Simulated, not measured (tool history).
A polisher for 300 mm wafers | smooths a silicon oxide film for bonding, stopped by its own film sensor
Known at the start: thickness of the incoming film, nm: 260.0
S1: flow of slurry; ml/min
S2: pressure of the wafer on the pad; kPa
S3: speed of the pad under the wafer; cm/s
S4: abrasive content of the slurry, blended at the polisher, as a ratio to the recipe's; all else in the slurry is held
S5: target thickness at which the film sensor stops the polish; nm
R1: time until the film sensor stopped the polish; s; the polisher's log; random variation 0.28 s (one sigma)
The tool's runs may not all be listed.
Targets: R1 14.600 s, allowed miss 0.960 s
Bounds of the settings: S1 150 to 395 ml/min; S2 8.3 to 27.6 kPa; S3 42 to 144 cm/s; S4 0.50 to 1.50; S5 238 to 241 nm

Run 1, hour 0.0: S1 250 ml/min, S2 17.9 kPa, S3 92 cm/s, S4 1.00, S5 238 nm. Result: R1 28.266 s.
Run 2, hour 9.0: S1 195 ml/min, S2 17.9 kPa, S3 92 cm/s, S4 1.00, S5 238 nm. Result: R1 29.726 s.
Run 3, hour 14.9: S1 255 ml/min, S2 17.9 kPa, S3 92 cm/s, S4 1.00, S5 238 nm. Result: R1 29.544 s.
Run 4, hour 20.4: S1 255 ml/min, S2 21.4 kPa, S3 92 cm/s, S4 1.00, S5 238 nm. Result: R1 23.372 s.
Run 5, hour 23.2: S1 255 ml/min, S2 22.8 kPa, S3 96 cm/s, S4 1.00, S5 238 nm. Result: R1 22.000 s.
Run 6, hour 25.9: S1 255 ml/min, S2 22.8 kPa, S3 96 cm/s, S4 1.00, S5 238 nm. Result: R1 22.220 s.
Run 7, hour 33.4: S1 255 ml/min, S2 24.1 kPa, S3 102 cm/s, S4 1.05, S5 238 nm. Result: R1 19.147 s.
Run 8, hour 35.2: S1 255 ml/min, S2 24.8 kPa, S3 106 cm/s, S4 1.05, S5 238 nm. Result: R1 18.951 s.
Run 9, hour 41.1: S1 255 ml/min, S2 25.5 kPa, S3 110 cm/s, S4 1.10, S5 239 nm. Result: R1 16.787 s.
Run 10, hour 48.6: S1 255 ml/min, S2 26.2 kPa, S3 112 cm/s, S4 1.10, S5 239 nm. Result: R1 15.362 s.

Which of these 5 next moves meets every target?
Run A, hour 56.1: S1 195 ml/min, S2 23.4 kPa, S3 124 cm/s, S4 1.20, S5 238 nm. Result: R1 ?.
Run B, hour 56.1: S1 265 ml/min, S2 24.8 kPa, S3 118 cm/s, S4 1.10, S5 238 nm. Result: R1 ?.
Run C, hour 56.1: S1 155 ml/min, S2 27.6 kPa, S3 98 cm/s, S4 0.90, S5 241 nm. Result: R1 ?.
Run D, hour 56.1: S1 250 ml/min, S2 25.5 kPa, S3 134 cm/s, S4 0.75, S5 241 nm. Result: R1 ?.
Run E, hour 56.1: S1 305 ml/min, S2 22.1 kPa, S3 126 cm/s, S4 1.15, S5 238 nm. Result: R1 ?.

move      R1
   A  16.979
   B  16.592
   C  17.659
   D  14.905
   E  17.116
A: further off than the last run
B: further off than the last run
C: further off than the last run
D: meets every target
E: further off than the last run
The right move is D.

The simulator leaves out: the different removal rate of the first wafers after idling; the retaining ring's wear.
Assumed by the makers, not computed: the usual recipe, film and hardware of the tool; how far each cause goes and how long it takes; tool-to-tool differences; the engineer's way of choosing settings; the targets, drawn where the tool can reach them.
